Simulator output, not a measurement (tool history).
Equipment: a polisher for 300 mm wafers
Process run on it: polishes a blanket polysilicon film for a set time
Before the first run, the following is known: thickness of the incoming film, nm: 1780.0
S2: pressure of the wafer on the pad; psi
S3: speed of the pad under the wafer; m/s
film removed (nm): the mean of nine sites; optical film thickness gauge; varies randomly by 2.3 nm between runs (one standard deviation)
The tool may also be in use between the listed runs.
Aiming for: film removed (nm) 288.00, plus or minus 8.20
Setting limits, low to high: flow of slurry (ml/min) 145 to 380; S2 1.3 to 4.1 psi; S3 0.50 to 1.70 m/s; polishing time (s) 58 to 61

{"run": 1, "hour": 0.0, "flow of slurry (ml/min)": 245, "S2": 2.7, "S3": 1.1, "polishing time (s)": 58, "film removed (nm)": 605.28}
{"run": 2, "hour": 1.9, "flow of slurry (ml/min)": 245, "S2": 2.1, "S3": 1.1, "polishing time (s)": 58, "film removed (nm)": 498.25}
{"run": 3, "hour": 2.7, "flow of slurry (ml/min)": 245, "S2": 2.1, "S3": 1.1, "polishing time (s)": 61, "film removed (nm)": 522.44}
{"run": 4, "hour": 6.5, "flow of slurry (ml/min)": 245, "S2": 2.0, "S3": 1.04, "polishing time (s)": 61, "film removed (nm)": 475.12}
{"run": 5, "hour": 8.6, "flow of slurry (ml/min)": 245, "S2": 2.0, "S3": 1.24, "polishing time (s)": 61, "film removed (nm)": 570.48}
{"run": 6, "hour": 9.5, "flow of slurry (ml/min)": 245, "S2": 2.0, "S3": 1.1, "polishing time (s)": 61, "film removed (nm)": 504.62}
{"run": 7, "hour": 12.7, "flow of slurry (ml/min)": 245, "S2": 1.9, "S3": 1.04, "polishing time (s)": 61, "film removed (nm)": 465.02}
{"run": 8, "hour": 17.9, "flow of slurry (ml/min)": 245, "S2": 1.8, "S3": 0.98, "polishing time (s)": 61, "film removed (nm)": 413.88}
{"run": 9, "hour": 18.6, "flow of slurry (ml/min)": 245, "S2": 1.7, "S3": 0.96, "polishing time (s)": 61, "film removed (nm)": 399.24}
{"run": 10, "hour": 23.8, "flow of slurry (ml/min)": 235, "S2": 1.3, "S3": 0.7, "polishing time (s)": 61, "film removed (nm)": 242.86}
{"hour": 27.5, "done": "head pressure recalibrated"}
{"run": 11, "hour": 27.5, "flow of slurry (ml/min)": 245, "S2": 1.3, "S3": 0.7, "polishing time (s)": 61, "film removed (nm)": 223.59}
{"run": 12, "hour": 32.5, "flow of slurry (ml/min)": 175, "S2": 1.8, "S3": 0.7, "polishing time (s)": 61, "film removed (nm)": 265.45}

Which one of the following 5 next-run settings gets every result inside its allowed miss? There is exactly one.
{"run": "A", "hour": 37.5, "flow of slurry (ml/min)": 185, "S2": 1.9, "S3": 0.6, "polishing time (s)": 61, "film removed (nm)": "?"}
{"run": "B", "hour": 37.5, "flow of slurry (ml/min)": 190, "S2": 2.0, "S3": 0.68, "polishing time (s)": 61, "film removed (nm)": "?"}
{"run": "C", "hour": 37.5, "flow of slurry (ml/min)": 180, "S2": 1.9, "S3": 0.7, "polishing time (s)": 59, "film removed (nm)": "?"}
{"run": "D", "hour": 37.5, "flow of slurry (ml/min)": 150, "S2": 1.3, "S3": 0.82, "polishing time (s)": 58, "film removed (nm)": "?"}
{"run": "E", "hour": 37.5, "flow of slurry (ml/min)": 165, "S2": 1.8, "S3": 0.72, "polishing time (s)": 61, "film removed (nm)": "?"}

move=A film_removed_(nm)=245.15
move=B film_removed_(nm)=287.97
move=C film_removed_(nm)=273.24
move=D film_removed_(nm)=231.99
move=E film_removed_(nm)=274.67
A: moves away from the targets compared with the last run
B: every result lands within tolerance
C: an improvement on the last run, though not all results are within tolerance
D: moves away from the targets compared with the last run
E: an improvement on the last run, though not all results are within tolerance
So the answer is move B, the one that meets all the targets.
